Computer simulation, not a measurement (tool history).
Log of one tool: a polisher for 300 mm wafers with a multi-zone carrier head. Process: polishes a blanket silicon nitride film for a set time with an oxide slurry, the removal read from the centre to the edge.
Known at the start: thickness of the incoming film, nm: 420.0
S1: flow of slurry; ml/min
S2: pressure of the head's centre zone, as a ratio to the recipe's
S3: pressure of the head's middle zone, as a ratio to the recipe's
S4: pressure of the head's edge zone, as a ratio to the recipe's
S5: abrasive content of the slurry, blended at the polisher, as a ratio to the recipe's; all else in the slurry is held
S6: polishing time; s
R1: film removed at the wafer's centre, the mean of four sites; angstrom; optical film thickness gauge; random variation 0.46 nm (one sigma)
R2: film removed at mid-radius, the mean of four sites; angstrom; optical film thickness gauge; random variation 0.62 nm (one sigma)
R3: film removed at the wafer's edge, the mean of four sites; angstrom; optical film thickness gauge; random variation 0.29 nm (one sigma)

run 1 hour=0.0 | S1=130 S2=1.00 S3=1.00 S4=1.00 S5=1.00 S6=67 | R1=609.95 R2=600.97 R3=616.09
run 2 hour=6.2 | S1=130 S2=1.08 S3=1.00 S4=1.00 S5=1.00 S6=67 | R1=660.28 R2=629.07 R3=614.07
run 3 hour=8.8 | S1=130 S2=1.08 S3=1.00 S4=1.00 S5=1.10 S6=67 | R1=689.69 R2=651.95 R3=642.55
run 4 hour=17.0 | S1=130 S2=1.08 S3=1.00 S4=1.00 S5=1.00 S6=67 | R1=650.16 R2=611.19 R3=616.80
run 5 hour=19.7 | S1=155 S2=1.08 S3=1.00 S4=1.00 S5=1.00 S6=67 | R1=678.37 R2=647.94 R3=630.35
run 6 hour=25.3 | S1=155 S2=1.08 S3=1.00 S4=1.00 S5=1.10 S6=67 | R1=728.55 R2=669.70 R3=655.41
run 7 hour=25.9 | S1=155 S2=1.09 S3=0.97 S4=0.99 S5=1.05 S6=66 | R1=699.64 R2=625.14 R3=638.10
run 8 hour=33.7 | S1=155 S2=1.10 S3=0.96 S4=0.97 S5=1.00 S6=66 | R1=682.44 R2=610.12 R3=617.78

The next listed run, before its measurement:
run 9 hour=40.2 | S1=155 S2=1.11 S3=0.94 S4=0.95 S5=0.95 S6=65 | R1=? R2=? R3=?

Run 9 gave R1 664.84 angstrom, R2 573.93 angstrom, R3 587.88 angstrom.
